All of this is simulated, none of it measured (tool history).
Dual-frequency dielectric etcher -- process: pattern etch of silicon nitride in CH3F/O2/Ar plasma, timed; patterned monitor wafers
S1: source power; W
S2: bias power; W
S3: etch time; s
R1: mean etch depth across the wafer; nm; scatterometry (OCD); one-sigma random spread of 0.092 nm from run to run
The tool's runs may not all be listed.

{"run": 1, "hour": 0.0, "S1": 330, "S2": 84, "S3": 19.5, "R1": 12.804}
{"run": 2, "hour": 2.1, "S1": 300, "S2": 84, "S3": 19.5, "R1": 12.185}
{"run": 3, "hour": 9.6, "S1": 360, "S2": 84, "S3": 19.5, "R1": 13.229}
{"run": 4, "hour": 15.2, "S1": 360, "S2": 84, "S3": 19.5, "R1": 13.084}
{"run": 5, "hour": 21.7, "S1": 380, "S2": 86, "S3": 19.5, "R1": 13.703}
{"run": 6, "hour": 27.8, "S1": 320, "S2": 86, "S3": 19.5, "R1": 12.531}
{"run": 7, "hour": 32.9, "S1": 350, "S2": 88, "S3": 19.5, "R1": 13.31}

For run 8, what comes out?
{"run": 8, "hour": 39.6, "S1": 350, "S2": 88, "S3": 19.5, "R1": "?"}

R1: 13.459 nm
